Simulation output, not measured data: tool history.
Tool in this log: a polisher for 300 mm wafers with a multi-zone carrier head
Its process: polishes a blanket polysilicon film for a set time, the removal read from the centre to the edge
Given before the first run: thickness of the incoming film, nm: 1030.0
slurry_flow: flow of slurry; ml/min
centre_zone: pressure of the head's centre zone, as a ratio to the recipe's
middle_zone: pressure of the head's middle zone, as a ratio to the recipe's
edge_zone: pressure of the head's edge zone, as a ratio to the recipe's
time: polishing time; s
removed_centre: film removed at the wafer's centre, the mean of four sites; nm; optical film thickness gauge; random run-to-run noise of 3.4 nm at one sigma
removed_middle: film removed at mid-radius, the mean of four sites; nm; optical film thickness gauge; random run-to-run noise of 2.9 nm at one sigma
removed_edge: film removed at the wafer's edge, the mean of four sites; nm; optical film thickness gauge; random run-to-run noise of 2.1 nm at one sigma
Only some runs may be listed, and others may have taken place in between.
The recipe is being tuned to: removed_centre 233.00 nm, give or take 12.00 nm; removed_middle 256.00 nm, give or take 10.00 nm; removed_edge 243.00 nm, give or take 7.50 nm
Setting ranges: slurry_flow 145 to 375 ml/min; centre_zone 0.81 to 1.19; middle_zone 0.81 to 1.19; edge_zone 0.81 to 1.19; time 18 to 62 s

run  hour  slurry_flow  centre_zone  middle_zone  edge_zone  time  removed_centre  removed_middle  removed_edge
  1   0.0          240         1.00         1.00       1.00    40          175.31          172.29        178.85
  2   7.6          240         1.00         1.00       1.06    40          173.22          173.93        183.22
  3  15.9          245         1.01         1.03       1.08    42          188.18          190.97        199.20
  4  16.9          245         1.07         1.03       1.08    42          197.01          187.10        196.29
  5  21.6          245         1.14         1.03       1.08    42          207.07          192.23        198.07
  6  23.0          250         1.12         1.07       1.10    43          213.31          197.99        204.97
  7  31.7          250         1.12         1.07       1.10    43          211.58          200.67        207.39
  8  38.7          255         1.09         1.10       1.09    45          214.20          217.23        209.70

5 next moves are on the table. One of them brings every result within its allowed miss. Which?
  A  45.7          215         0.93         1.09       1.15    49               ?               ?             ?
  B  45.7          270         1.16         1.14       1.02    43               ?               ?             ?
  C  45.7          200         1.05         1.11       1.03    50               ?               ?             ?
  D  45.7          240         1.02         1.14       1.07    53               ?               ?             ?
  E  45.7          240         0.96         1.17       1.19    53               ?               ?             ?

move  removed_centre  removed_middle  removed_edge
   A          201.37          227.65        235.67
   B          225.53          211.35        197.37
   C          230.61          234.36        226.38
   D          241.63          258.19        247.29
   E          227.36          264.08        261.02
A: brings the result that was furthest off to its target, and leaves another outside
B: misses by more than the last run did
C: better than the last run, though not everything is in spec
D: every result within its allowed miss
E: moves the result that the last run missed by most past its target, out the other side
Correct choice: D, which meets every target

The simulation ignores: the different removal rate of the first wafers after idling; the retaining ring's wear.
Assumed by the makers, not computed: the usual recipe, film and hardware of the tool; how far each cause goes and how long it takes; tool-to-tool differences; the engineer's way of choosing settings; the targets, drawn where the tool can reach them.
